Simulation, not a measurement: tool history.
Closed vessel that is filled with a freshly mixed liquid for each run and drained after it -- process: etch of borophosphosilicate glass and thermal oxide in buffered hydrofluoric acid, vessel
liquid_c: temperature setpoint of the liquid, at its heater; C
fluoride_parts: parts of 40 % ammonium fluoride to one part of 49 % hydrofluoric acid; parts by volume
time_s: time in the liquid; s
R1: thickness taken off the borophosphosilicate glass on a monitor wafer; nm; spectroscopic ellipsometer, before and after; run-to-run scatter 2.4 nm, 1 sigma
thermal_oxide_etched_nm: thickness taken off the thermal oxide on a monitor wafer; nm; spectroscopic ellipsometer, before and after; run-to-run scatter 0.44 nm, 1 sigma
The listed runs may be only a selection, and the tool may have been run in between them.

{"run": 1, "hour": 0.0, "liquid_c": 23.0, "fluoride_parts": 16.5, "time_s": 60, "R1": 128.5, "thermal_oxide_etched_nm": 40.476}
{"run": 2, "hour": 4.2, "liquid_c": 23.0, "fluoride_parts": 16.5, "time_s": 45, "R1": 96.263, "thermal_oxide_etched_nm": 30.246}
{"run": 3, "hour": 5.8, "liquid_c": 24.0, "fluoride_parts": 15.5, "time_s": 45, "R1": 108.38, "thermal_oxide_etched_nm": 33.998}
{"run": 4, "hour": 15.0, "liquid_c": 25.0, "fluoride_parts": 14.5, "time_s": 45, "R1": 123.51, "thermal_oxide_etched_nm": 38.826}
{"run": 5, "hour": 16.6, "liquid_c": 25.0, "fluoride_parts": 10.5, "time_s": 45, "R1": 168.07, "thermal_oxide_etched_nm": 52.86}
{"run": 6, "hour": 22.1, "liquid_c": 25.5, "fluoride_parts": 10.0, "time_s": 45, "R1": 182.1, "thermal_oxide_etched_nm": 56.888}
{"run": 7, "hour": 26.8, "liquid_c": 26.0, "fluoride_parts": 9.5, "time_s": 45, "R1": 191.49, "thermal_oxide_etched_nm": 60.484}
{"run": 8, "hour": 29.2, "liquid_c": 26.5, "fluoride_parts": 9.0, "time_s": 45, "R1": 205.03, "thermal_oxide_etched_nm": 63.405}
{"run": 9, "hour": 37.1, "liquid_c": 27.0, "fluoride_parts": 8.5, "time_s": 45, "R1": 223.68, "thermal_oxide_etched_nm": 69.461}

Predict the results of run 10:
{"run": 10, "hour": 41.9, "liquid_c": 27.5, "fluoride_parts": 8.0, "time_s": 45, "R1": "?", "thermal_oxide_etched_nm": "?"}

Run 10 measured R1 248.000 nm, thermal_oxide_etched_nm 76.861 nm.
